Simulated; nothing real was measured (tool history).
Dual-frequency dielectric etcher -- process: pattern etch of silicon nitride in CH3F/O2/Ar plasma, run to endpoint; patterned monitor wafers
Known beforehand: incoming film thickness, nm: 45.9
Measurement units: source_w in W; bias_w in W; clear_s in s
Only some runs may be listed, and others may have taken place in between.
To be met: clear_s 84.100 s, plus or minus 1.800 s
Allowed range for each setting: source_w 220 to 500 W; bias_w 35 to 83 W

run 1 hour=0.0 | source_w=360 bias_w=59 | clear_s=72.226
run 2 hour=7.3 | source_w=360 bias_w=54 | clear_s=74.639
run 3 hour=13.0 | source_w=310 bias_w=54 | clear_s=78.215
run 4 hour=17.9 | source_w=350 bias_w=54 | clear_s=74.524
run 5 hour=21.7 | source_w=350 bias_w=64 | clear_s=71.931
run 6 hour=25.3 | source_w=310 bias_w=64 | clear_s=73.129
run 7 hour=31.1 | source_w=290 bias_w=61 | clear_s=76.342
run 8 hour=32.4 | source_w=280 bias_w=59 | clear_s=78.989
run 9 hour=36.6 | source_w=270 bias_w=59 | clear_s=79.235
run 10 hour=45.4 | source_w=270 bias_w=59 | clear_s=78.794
run 11 hour=51.8 | source_w=260 bias_w=58 | clear_s=80.733
run 12 hour=55.4 | source_w=250 bias_w=58 | clear_s=80.613

Which single option among these 5 for the next run brings every result within its allowed miss of target? Just one does.
run A hour=59.0 | source_w=270 bias_w=64 | clear_s=?
run B hour=59.0 | source_w=220 bias_w=51 | clear_s=?
run C hour=59.0 | source_w=270 bias_w=62 | clear_s=?
run D hour=59.0 | source_w=270 bias_w=50 | clear_s=?
run E hour=59.0 | source_w=250 bias_w=64 | clear_s=?

move=A clear_s=76.804
move=B clear_s=88.091
move=C clear_s=77.686
move=D clear_s=83.778
move=E clear_s=78.470
A: its largest miss is bigger than the last run's
B: takes the biggest miss from the last run beyond its target
C: its largest miss is bigger than the last run's
D: every result within its allowed miss
E: its largest miss is bigger than the last run's
D meets every target.
